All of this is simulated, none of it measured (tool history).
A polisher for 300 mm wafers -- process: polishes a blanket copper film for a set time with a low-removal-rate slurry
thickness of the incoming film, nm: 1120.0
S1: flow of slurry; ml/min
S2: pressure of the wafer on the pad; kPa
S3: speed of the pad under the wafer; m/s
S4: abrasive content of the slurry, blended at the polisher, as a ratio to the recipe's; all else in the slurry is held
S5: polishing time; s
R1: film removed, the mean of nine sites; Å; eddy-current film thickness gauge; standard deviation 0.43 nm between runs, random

run 1 hour=0 | S1=285 S2=13.1 S3=1.12 S4=1 S5=37 | R1=667.21
run 2 hour=8.1 | S1=240 S2=13.1 S3=1.12 S4=1 S5=37 | R1=668.76
run 3 hour=11.2 | S1=240 S2=13.1 S3=1.34 S4=1 S5=37 | R1=793.33
run 4 hour=17.7 | S1=240 S2=15.2 S3=1.34 S4=1 S5=37 | R1=925.82
run 5 hour=24.1 | S1=240 S2=12.4 S3=1.26 S4=1 S5=37 | R1=708.08
run 6 hour=28.5 | S1=240 S2=10.3 S3=1.2 S4=1 S5=37 | R1=576.37
run 7 hour=34.2 | S1=240 S2=9 S3=1.16 S4=1 S5=37 | R1=473.92
run 8 hour=35.3 | S1=240 S2=8.3 S3=1.16 S4=1 S5=37 | R1=440.42

What does the tool deliver on the next run?
run 9 hour=40.6 | S1=240 S2=7.6 S3=1.16 S4=1 S5=37 | R1=?

{"run 9": {"R1": 411.13}}
